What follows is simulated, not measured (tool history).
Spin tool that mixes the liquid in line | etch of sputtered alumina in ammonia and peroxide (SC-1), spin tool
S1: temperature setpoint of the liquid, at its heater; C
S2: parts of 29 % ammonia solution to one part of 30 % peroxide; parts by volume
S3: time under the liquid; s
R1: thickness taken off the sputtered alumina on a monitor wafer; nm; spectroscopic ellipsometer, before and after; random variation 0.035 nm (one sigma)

| run | hour | S1 | S2 | S3 | R1 |
|---|---|---|---|---|---|
| 1 | 0.0 | 49.0 | 0.55 | 305 | 14.223 |
| 2 | 4.5 | 48.0 | 0.55 | 305 | 13.559 |
| 3 | 8.6 | 45.0 | 0.55 | 305 | 11.429 |
| 4 | 14.3 | 44.5 | 0.55 | 305 | 11.097 |
| 5 | 20.2 | 44.5 | 0.55 | 325 | 11.754 |
| 6 | 24.8 | 44.0 | 0.55 | 325 | 11.433 |
| 7 | 31.8 | 43.5 | 0.55 | 325 | 11.116 |

Forecast run 8:
| 8 | 37.5 | 43.0 | 0.55 | 325 | ? |

R1: 10.849 nm
